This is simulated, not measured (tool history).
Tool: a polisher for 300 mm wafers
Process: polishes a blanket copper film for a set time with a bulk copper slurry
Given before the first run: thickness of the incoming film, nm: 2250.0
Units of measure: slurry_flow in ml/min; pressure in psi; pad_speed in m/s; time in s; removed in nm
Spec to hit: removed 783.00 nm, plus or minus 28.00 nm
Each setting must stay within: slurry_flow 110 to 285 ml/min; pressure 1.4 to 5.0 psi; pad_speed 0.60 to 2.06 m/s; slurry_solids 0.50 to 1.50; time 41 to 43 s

run 1 day=0.000 | slurry_flow=180 pressure=3.2 pad_speed=1.32 slurry_solids=1.00 time=41 | removed=561.23
run 2 day=0.138 | slurry_flow=180 pressure=3.5 pad_speed=1.32 slurry_solids=1.00 time=41 | removed=601.90
run 3 day=0.262 | slurry_flow=180 pressure=3.5 pad_speed=1.32 slurry_solids=0.85 time=41 | removed=575.69
run 4 day=0.529 | slurry_flow=160 pressure=3.5 pad_speed=1.32 slurry_solids=0.85 time=41 | removed=551.71
run 5 day=0.867 | slurry_flow=175 pressure=3.6 pad_speed=1.32 slurry_solids=0.85 time=41 | removed=587.17
run 6 day=1.154 | slurry_flow=185 pressure=3.7 pad_speed=1.32 slurry_solids=0.85 time=41 | removed=608.59
run 7 day=1.358 | slurry_flow=190 pressure=3.8 pad_speed=1.32 slurry_solids=0.85 time=41 | removed=635.81
run 8 day=1.717 | slurry_flow=200 pressure=3.9 pad_speed=1.32 slurry_solids=0.85 time=41 | removed=657.04
run 9 day=1.971 | slurry_flow=205 pressure=4.0 pad_speed=1.32 slurry_solids=0.85 time=41 | removed=673.51
run 10 day=2.138 | slurry_flow=210 pressure=4.1 pad_speed=1.32 slurry_solids=0.85 time=41 | removed=685.77
run 11 day=2.400 | slurry_flow=210 pressure=4.1 pad_speed=1.32 slurry_solids=0.85 time=41 | removed=671.14

Which of these 5 next moves meets every target?
run A day=2.662 | slurry_flow=175 pressure=4.0 pad_speed=1.12 slurry_solids=0.75 time=43 | removed=?
run B day=2.662 | slurry_flow=165 pressure=4.7 pad_speed=1.52 slurry_solids=0.80 time=42 | removed=?
run C day=2.662 | slurry_flow=205 pressure=4.2 pad_speed=1.74 slurry_solids=0.75 time=43 | removed=?
run D day=2.662 | slurry_flow=265 pressure=4.3 pad_speed=1.30 slurry_solids=0.95 time=42 | removed=?
run E day=2.662 | slurry_flow=170 pressure=4.8 pad_speed=1.44 slurry_solids=0.80 time=43 | removed=?

move=A removed=594.46
move=B removed=837.02
move=C removed=845.61
move=D removed=776.32
move=E removed=847.55
A: further off than the last run
B: pushes the last run's worst result past its target
C: pushes the last run's worst result past its target
D: each result inside its tolerance
E: pushes the last run's worst result past its target
The move that meets every target is D.

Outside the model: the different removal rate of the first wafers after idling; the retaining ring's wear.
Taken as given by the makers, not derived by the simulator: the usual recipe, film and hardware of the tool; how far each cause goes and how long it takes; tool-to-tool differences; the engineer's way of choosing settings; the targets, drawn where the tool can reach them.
